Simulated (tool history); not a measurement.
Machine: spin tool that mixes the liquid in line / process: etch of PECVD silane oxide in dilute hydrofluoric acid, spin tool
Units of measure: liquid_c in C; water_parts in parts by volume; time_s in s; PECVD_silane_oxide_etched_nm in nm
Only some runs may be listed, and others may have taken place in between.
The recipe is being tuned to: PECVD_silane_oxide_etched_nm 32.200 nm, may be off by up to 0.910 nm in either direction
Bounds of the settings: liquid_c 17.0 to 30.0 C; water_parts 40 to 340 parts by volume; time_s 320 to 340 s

Run 1, day 0.000: liquid_c 22.0 C, water_parts 190 parts by volume, time_s 320 s. Result: PECVD_silane_oxide_etched_nm 56.251 nm.
Run 2, day 0.325: liquid_c 20.0 C, water_parts 190 parts by volume, time_s 320 s. Result: PECVD_silane_oxide_etched_nm 52.314 nm.
Run 3, day 0.521: liquid_c 20.0 C, water_parts 260 parts by volume, time_s 320 s. Result: PECVD_silane_oxide_etched_nm 35.926 nm.
Run 4, day 0.571: liquid_c 18.0 C, water_parts 260 parts by volume, time_s 320 s. Result: PECVD_silane_oxide_etched_nm 33.301 nm.
Run 5, day 0.821: liquid_c 21.0 C, water_parts 260 parts by volume, time_s 320 s. Result: PECVD_silane_oxide_etched_nm 37.163 nm.
Run 6, day 0.879: liquid_c 21.0 C, water_parts 260 parts by volume, time_s 340 s. Result: PECVD_silane_oxide_etched_nm 39.754 nm.
Run 7, day 0.992: liquid_c 20.5 C, water_parts 265 parts by volume, time_s 340 s. Result: PECVD_silane_oxide_etched_nm 37.926 nm.
Run 8, day 1.367: liquid_c 20.5 C, water_parts 265 parts by volume, time_s 340 s. Result: PECVD_silane_oxide_etched_nm 38.160 nm.

5 candidate next runs follow, results not yet known. Just one meets every target within its allowed miss. Identify it.
Run A, day 1.742: liquid_c 20.0 C, water_parts 285 parts by volume, time_s 325 s. Result: PECVD_silane_oxide_etched_nm ?.
Run B, day 1.742: liquid_c 20.5 C, water_parts 235 parts by volume, time_s 320 s. Result: PECVD_silane_oxide_etched_nm ?.
Run C, day 1.742: liquid_c 19.5 C, water_parts 230 parts by volume, time_s 320 s. Result: PECVD_silane_oxide_etched_nm ?.
Run D, day 1.742: liquid_c 20.5 C, water_parts 220 parts by volume, time_s 320 s. Result: PECVD_silane_oxide_etched_nm ?.
Run E, day 1.742: liquid_c 19.5 C, water_parts 205 parts by volume, time_s 340 s. Result: PECVD_silane_oxide_etched_nm ?.

move  PECVD_silane_oxide_etched_nm
   A                        32.343
   B                        41.220
   C                        40.743
   D                        44.673
   E                        49.740
A: every result lands within tolerance
B: moves away from the targets compared with the last run
C: moves away from the targets compared with the last run
D: moves away from the targets compared with the last run
E: moves away from the targets compared with the last run
The move that meets every target is A.

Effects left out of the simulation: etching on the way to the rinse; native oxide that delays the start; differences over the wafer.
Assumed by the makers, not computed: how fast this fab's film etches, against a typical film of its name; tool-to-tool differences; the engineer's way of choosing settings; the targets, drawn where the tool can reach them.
